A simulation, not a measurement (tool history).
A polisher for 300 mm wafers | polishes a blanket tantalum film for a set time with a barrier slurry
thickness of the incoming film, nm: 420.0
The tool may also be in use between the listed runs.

run,hour,flow of slurry (ml/min),pressure of the wafer on the pad (psi),speed of the pad under the wafer (m/s),abrasive content of the slurry,polishing time (s),film removed (angstrom)
1,0.0,310,1.5,1.00,1.0,30,281.34
2,8.5,310,1.4,1.00,1.0,30,258.76
3,9.4,310,1.3,1.00,1.0,30,244.31
4,13.6,310,1.3,1.00,1.0,30,243.64
# hour 19.1: slurry blender recalibrated
5,19.1,310,1.2,1.00,1.0,30,252.89
6,21.7,310,1.1,1.00,1.0,30,234.75

Forecast run 7:
7,29.3,310,1.0,1.00,1.0,30,?

film removed (angstrom): 212.59
